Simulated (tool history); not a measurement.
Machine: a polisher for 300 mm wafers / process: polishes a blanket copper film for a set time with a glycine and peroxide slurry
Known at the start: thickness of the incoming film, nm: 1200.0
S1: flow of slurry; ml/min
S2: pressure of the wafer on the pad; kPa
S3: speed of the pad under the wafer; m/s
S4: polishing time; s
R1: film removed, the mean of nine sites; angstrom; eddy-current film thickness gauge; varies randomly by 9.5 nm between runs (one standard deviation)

| run | hour | S1 | S2 | S3 | S4 | R1 |
|---|---|---|---|---|---|---|
| 1 | 0 | 235 | 15.2 | 1.1 | 104 | 5405.1 |
| 2 | 6 | 235 | 16.5 | 1.1 | 104 | 5683.1 |
| 3 | 14.9 | 235 | 16.5 | 1.1 | 109 | 5838.8 |
| 4 | 19.3 | 235 | 20.7 | 1.1 | 109 | 7068.1 |
| 5 | 21.8 | 235 | 20.7 | 1.22 | 109 | 7338.8 |
| 6 | 26.6 | 235 | 24.1 | 1.22 | 109 | 8237.8 |
| 7 | 34.9 | 235 | 24.1 | 1.24 | 109 | 8158.9 |
| 8 | 42 | 235 | 24.1 | 1.26 | 109 | 8321.8 |
| 9 | 46.1 | 235 | 24.1 | 1.28 | 109 | 8511.3 |

For run 10, what comes out?
| 10 | 50.3 | 235 | 24.1 | 1.3 | 109 | ? |

R1: 8633.9 angstrom
